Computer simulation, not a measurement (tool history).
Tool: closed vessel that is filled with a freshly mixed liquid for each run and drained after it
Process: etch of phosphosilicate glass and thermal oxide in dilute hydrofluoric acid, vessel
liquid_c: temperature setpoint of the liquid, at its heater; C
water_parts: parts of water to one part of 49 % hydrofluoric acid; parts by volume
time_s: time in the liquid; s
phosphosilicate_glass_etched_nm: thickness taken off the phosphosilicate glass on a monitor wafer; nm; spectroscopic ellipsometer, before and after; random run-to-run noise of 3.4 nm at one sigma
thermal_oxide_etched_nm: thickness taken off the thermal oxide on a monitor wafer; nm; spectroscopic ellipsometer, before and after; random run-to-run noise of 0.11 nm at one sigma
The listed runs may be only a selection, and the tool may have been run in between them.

run	hour	liquid_c	water_parts	time_s	phosphosilicate_glass_etched_nm	thermal_oxide_etched_nm
1	0	23	75	60	146.74	3.5366
2	6	23	55	60	204.78	4.8527
3	7	23	65	60	173.13	4.0858
4	13.4	25.5	50	65	275.72	6.5807
5	21.3	27.5	40	65	376.35	8.8816
6	28.7	28.5	35	65	452.21	10.712
7	37.1	29.5	35	65	471.14	11.266

Predict the results of run 8:
8	43.7	30	35	65	?	?

Run 8 measured phosphosilicate_glass_etched_nm 476.67 nm, thermal_oxide_etched_nm 11.474 nm.
